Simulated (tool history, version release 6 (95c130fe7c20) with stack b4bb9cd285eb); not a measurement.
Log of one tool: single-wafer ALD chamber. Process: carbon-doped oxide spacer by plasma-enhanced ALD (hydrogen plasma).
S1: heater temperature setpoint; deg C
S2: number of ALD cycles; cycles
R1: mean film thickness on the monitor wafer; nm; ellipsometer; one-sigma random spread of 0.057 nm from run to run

{"run": 1, "hour": 0.0, "S1": 395, "S2": 230, "R1": 11.615}
{"run": 2, "hour": 5.8, "S1": 395, "S2": 238, "R1": 11.953}
{"run": 3, "hour": 10.7, "S1": 395, "S2": 245, "R1": 12.247}
{"run": 4, "hour": 16.3, "S1": 395, "S2": 218, "R1": 10.948}
{"run": 5, "hour": 17.9, "S1": 395, "S2": 228, "R1": 11.417}
{"run": 6, "hour": 24.3, "S1": 395, "S2": 205, "R1": 10.279}
{"run": 7, "hour": 32.4, "S1": 395, "S2": 217, "R1": 10.872}
{"run": 8, "hour": 39.7, "S1": 395, "S2": 227, "R1": 11.337}
{"run": 9, "hour": 47.1, "S1": 395, "S2": 236, "R1": 11.837}
{"run": 10, "hour": 51.8, "S1": 395, "S2": 243, "R1": 12.115}
{"run": 11, "hour": 55.8, "S1": 395, "S2": 250, "R1": 12.534}

What does the tool deliver on the next run?
{"run": 12, "hour": 61.3, "S1": 395, "S2": 255, "R1": "?"}

Logged for run 12: R1 12.783 nm.
